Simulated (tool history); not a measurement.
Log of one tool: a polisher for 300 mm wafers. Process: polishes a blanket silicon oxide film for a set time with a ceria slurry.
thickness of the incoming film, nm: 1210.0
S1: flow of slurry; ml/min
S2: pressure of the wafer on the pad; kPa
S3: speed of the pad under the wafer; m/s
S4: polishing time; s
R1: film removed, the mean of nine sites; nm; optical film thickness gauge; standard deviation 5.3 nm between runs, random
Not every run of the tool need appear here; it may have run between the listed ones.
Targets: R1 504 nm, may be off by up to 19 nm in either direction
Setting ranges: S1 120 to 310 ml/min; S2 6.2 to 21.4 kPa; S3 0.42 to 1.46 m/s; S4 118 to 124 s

run	hour	S1	S2	S3	S4	R1
1	0	200	13.8	0.94	118	376.2
2	4.2	200	14.5	0.94	118	399.12
3	10.9	200	15.9	0.94	118	428.01
4	18.9	200	16.5	0.94	118	445.74
5	25.8	165	16.5	0.94	118	434.23
6	34.8	170	17.2	0.94	118	452.36
7	40.3	175	17.2	0.94	118	453.47
8	49.1	180	17.2	0.94	118	450.67
9	50.4	185	17.2	0.94	118	449.27
10	55.3	185	17.2	0.94	118	444.42
11	58.2	185	17.9	0.94	118	473.89

Of the 5 settings listed for the next run, only one would bring every result within its allowed miss of target. Which one?
A	61.1	230	17.9	0.82	122	?
B	61.1	175	20	0.76	118	?
C	61.1	180	17.9	0.98	121	?
D	61.1	165	16.5	0.94	121	?
E	61.1	205	15.9	1.02	119	?

move	R1
A	460.27
B	455.08
C	499.83
D	443.37
E	456.49
A: further off than the last run
B: further off than the last run
C: in spec on every target
D: further off than the last run
E: further off than the last run
The right move is C.

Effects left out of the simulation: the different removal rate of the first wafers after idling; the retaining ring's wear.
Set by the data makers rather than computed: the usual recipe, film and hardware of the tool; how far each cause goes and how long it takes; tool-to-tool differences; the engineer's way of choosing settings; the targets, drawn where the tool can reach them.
